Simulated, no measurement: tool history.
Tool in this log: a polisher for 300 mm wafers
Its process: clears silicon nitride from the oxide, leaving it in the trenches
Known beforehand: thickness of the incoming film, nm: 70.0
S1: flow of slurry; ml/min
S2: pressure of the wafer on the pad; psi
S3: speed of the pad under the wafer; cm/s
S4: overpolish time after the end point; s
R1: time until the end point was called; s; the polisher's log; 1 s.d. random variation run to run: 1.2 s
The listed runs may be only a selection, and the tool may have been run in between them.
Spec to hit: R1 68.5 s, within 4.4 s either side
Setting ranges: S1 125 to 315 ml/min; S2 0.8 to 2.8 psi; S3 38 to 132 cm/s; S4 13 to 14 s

| run | hour | S1 | S2 | S3 | S4 | R1 |
|---|---|---|---|---|---|---|
| 1 | 0 | 205 | 1.8 | 84 | 13 | 128.96 |
| 2 | 5.1 | 205 | 1.8 | 84 | 13 | 125.05 |
| 3 | 6.9 | 205 | 2.1 | 86 | 13 | 108.17 |
| 4 | 9.9 | 205 | 2.1 | 78 | 13 | 118.22 |
| 5 | 11.2 | 205 | 2.3 | 84 | 13 | 102.12 |
| 6 | 19.5 | 205 | 2.3 | 84 | 14 | 103.37 |
| 7 | 24.3 | 205 | 2.4 | 88 | 14 | 90.864 |
|  | 25.8 | worn pad replaced by a new one |
| 8 | 25.8 | 205 | 2.4 | 88 | 14 | 84.639 |

Exercise: of the 4 proposed moves below, exactly one satisfies all targets within the stated allowed misses. Which move is it?
| A | 27.3 | 210 | 2.2 | 102 | 13 | ? |
| B | 27.3 | 225 | 2.1 | 86 | 14 | ? |
| C | 27.3 | 195 | 2.3 | 72 | 14 | ? |
| D | 27.3 | 155 | 2.2 | 122 | 14 | ? |

| move | R1 |
|---|---|
| A | 77.313 |
| B | 94.655 |
| C | 104.89 |
| D | 68.147 |
A: moves toward the targets from the last run without getting all of them in spec
B: the biggest miss grows against the last run
C: the biggest miss grows against the last run
D: every result lands within tolerance
Correct choice: D, which meets every target

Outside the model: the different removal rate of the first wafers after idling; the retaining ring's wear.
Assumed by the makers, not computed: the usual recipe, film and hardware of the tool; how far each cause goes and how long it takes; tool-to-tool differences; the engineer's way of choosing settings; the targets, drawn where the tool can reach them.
